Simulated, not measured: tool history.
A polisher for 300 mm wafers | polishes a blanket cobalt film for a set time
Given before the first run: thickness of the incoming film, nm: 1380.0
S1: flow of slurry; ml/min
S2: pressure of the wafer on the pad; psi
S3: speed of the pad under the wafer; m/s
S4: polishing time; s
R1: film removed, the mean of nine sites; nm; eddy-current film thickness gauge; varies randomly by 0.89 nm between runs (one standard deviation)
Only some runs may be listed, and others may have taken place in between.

run	hour	S1	S2	S3	S4	R1
1	0.0	275	2.1	1.12	35	183.00
2	0.7	275	1.9	1.12	35	167.71
3	3.3	275	1.7	1.12	35	151.17
4	5.2	275	1.6	1.12	35	142.78
5	8.2	225	1.6	1.12	35	139.43
6	12.4	260	1.6	1.12	35	140.81

Estimate the outcome of run 7 from the log above:
7	14.6	255	1.5	1.12	35	?

Run 7 produced R1 132.78 nm.
